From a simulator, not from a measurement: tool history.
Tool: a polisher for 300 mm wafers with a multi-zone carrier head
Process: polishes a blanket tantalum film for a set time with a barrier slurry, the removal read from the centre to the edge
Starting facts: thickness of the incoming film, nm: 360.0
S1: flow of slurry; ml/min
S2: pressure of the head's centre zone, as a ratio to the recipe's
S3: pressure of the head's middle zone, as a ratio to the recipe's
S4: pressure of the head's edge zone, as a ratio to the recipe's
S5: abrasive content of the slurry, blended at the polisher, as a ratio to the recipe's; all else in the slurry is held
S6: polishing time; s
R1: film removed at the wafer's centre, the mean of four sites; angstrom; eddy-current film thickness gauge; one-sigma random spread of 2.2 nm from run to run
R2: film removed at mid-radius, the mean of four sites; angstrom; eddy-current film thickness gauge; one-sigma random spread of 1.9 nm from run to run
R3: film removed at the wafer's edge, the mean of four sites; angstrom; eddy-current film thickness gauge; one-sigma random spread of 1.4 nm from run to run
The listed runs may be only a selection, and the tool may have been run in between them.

run 1 hour=0.0 | S1=290 S2=1.00 S3=1.00 S4=1.00 S5=1.00 S6=51 | R1=1549.9 R2=1485.6 R3=1541.6
run 2 hour=1.6 | S1=295 S2=1.03 S3=1.02 S4=0.95 S5=0.95 S6=51 | R1=1535.2 R2=1498.2 R3=1442.5
run 3 hour=2.4 | S1=295 S2=1.03 S3=1.02 S4=0.95 S5=1.10 S6=51 | R1=1611.3 R2=1592.1 R3=1511.7
run 4 hour=5.8 | S1=295 S2=1.03 S3=0.96 S4=0.95 S5=1.10 S6=51 | R1=1624.7 R2=1542.5 R3=1544.0
run 5 hour=11.4 | S1=295 S2=1.06 S3=0.97 S4=0.91 S5=1.05 S6=51 | R1=1624.2 R2=1503.4 R3=1512.9
run 6 hour=18.5 | S1=295 S2=1.06 S3=0.97 S4=0.91 S5=0.85 S6=51 | R1=1536.5 R2=1417.8 R3=1371.9

Predict the results of run 7:
run 7 hour=21.4 | S1=295 S2=1.06 S3=0.97 S4=0.91 S5=0.85 S6=51 | R1=? R2=? R3=?

{"run 7": {"R1": 1510.6, "R2": 1408.2, "R3": 1385.8}}
